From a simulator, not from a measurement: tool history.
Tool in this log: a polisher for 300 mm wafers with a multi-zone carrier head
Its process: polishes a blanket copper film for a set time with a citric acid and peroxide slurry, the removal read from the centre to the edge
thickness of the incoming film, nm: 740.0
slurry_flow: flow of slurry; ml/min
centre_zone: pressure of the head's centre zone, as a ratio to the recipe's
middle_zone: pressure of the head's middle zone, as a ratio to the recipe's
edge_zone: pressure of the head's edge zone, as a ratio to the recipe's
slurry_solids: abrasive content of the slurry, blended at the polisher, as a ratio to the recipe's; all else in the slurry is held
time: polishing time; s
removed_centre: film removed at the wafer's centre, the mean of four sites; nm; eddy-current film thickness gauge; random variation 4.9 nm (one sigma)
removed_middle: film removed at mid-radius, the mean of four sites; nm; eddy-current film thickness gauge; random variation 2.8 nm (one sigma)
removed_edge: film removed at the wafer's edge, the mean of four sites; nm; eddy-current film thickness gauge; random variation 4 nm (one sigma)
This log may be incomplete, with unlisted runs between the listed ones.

run  hour  slurry_flow  centre_zone  middle_zone  edge_zone  slurry_solids  time  removed_centre  removed_middle  removed_edge
  1     0          305            1            1          1              1    87           283.1          276.74        265.11
  2   0.7          305            1            1       0.95              1    87          281.99           270.2        258.85
  3     4          305         0.95            1       0.95              1    87          268.11          276.56        260.59
  4   8.3          300         0.95         0.95       1.01           1.15    90           286.8          282.16        284.15
  5  14.6          300         0.95         0.92       1.06           1.25    93          301.89          292.93        307.14
  6  16.4          300         0.96          0.9        1.1           1.35    94           315.1          297.67        321.31
  7  23.3          305         0.96         0.89       1.13            1.4    95          320.55          296.01        339.26

Run 8 is up next; what results do you expect?
  8  28.2          310         0.97          0.9       1.14            1.4    95               ?               ?             ?

removed_centre: 337.58 nm
removed_middle: 301.45 nm
removed_edge: 329.79 nm

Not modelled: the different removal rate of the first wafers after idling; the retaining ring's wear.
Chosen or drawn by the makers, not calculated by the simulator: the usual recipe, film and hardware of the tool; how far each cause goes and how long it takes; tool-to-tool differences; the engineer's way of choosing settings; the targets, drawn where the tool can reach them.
